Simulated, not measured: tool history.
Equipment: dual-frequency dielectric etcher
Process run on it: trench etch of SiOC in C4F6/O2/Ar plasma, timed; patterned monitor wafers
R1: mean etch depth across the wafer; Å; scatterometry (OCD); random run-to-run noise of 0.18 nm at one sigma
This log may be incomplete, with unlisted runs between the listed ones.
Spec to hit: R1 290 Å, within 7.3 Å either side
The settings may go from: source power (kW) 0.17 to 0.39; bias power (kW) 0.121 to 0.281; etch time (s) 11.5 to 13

run 1 day=0 | source_power_(kW)=0.28 bias_power_(kW)=0.201 etch_time_(s)=13 | R1=245.25
run 2 day=0.1 | source_power_(kW)=0.32 bias_power_(kW)=0.201 etch_time_(s)=13 | R1=256.97
run 3 day=0.242 | source_power_(kW)=0.32 bias_power_(kW)=0.23 etch_time_(s)=13 | R1=266.44
run 4 day=0.279 | source_power_(kW)=0.33 bias_power_(kW)=0.233 etch_time_(s)=13 | R1=269.36
run 5 day=0.65 | source_power_(kW)=0.29 bias_power_(kW)=0.233 etch_time_(s)=13 | R1=257.15
run 6 day=0.917 | source_power_(kW)=0.29 bias_power_(kW)=0.202 etch_time_(s)=13 | R1=247.22
run 7 day=1.283 | source_power_(kW)=0.29 bias_power_(kW)=0.202 etch_time_(s)=13 | R1=246.16
run 8 day=1.658 | source_power_(kW)=0.35 bias_power_(kW)=0.237 etch_time_(s)=13 | R1=278.49
run 9 day=1.938 | source_power_(kW)=0.35 bias_power_(kW)=0.238 etch_time_(s)=13 | R1=277.27
run 10 day=2.121 | source_power_(kW)=0.35 bias_power_(kW)=0.24 etch_time_(s)=13 | R1=277.37

Which one of the following 4 next-run settings gets every result inside its allowed miss? There is exactly one.
run A day=2.304 | source_power_(kW)=0.36 bias_power_(kW)=0.28 etch_time_(s)=12.5 | R1=?
run B day=2.304 | source_power_(kW)=0.35 bias_power_(kW)=0.256 etch_time_(s)=12 | R1=?
run C day=2.304 | source_power_(kW)=0.36 bias_power_(kW)=0.227 etch_time_(s)=12.5 | R1=?
run D day=2.304 | source_power_(kW)=0.34 bias_power_(kW)=0.227 etch_time_(s)=13 | R1=?

move=A R1=284.79
move=B R1=261.71
move=C R1=263.08
move=D R1=268.27
A: in spec on every target
B: lands further from the targets than the last run did
C: lands further from the targets than the last run did
D: lands further from the targets than the last run did
A meets every target.

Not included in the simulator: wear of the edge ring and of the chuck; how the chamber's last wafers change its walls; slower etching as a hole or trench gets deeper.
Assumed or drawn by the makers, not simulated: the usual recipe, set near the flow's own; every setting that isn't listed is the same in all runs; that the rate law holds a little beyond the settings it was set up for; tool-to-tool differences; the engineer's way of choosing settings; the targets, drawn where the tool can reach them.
